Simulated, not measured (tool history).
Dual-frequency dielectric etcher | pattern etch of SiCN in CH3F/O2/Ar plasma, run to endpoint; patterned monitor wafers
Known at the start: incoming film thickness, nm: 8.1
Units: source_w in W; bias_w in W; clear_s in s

run	hour	source_w	bias_w	clear_s
1	0.0	380	70	21.816
2	1.5	440	70	20.271
3	3.2	410	70	20.891
4	4.7	470	70	19.649
5	8.5	420	68	20.812
6	11.2	380	67	22.213
7	18.1	380	67	22.055

The next listed run, before its measurement:
8	22.9	360	66	?

{"run 8": {"clear_s": 23.153}}

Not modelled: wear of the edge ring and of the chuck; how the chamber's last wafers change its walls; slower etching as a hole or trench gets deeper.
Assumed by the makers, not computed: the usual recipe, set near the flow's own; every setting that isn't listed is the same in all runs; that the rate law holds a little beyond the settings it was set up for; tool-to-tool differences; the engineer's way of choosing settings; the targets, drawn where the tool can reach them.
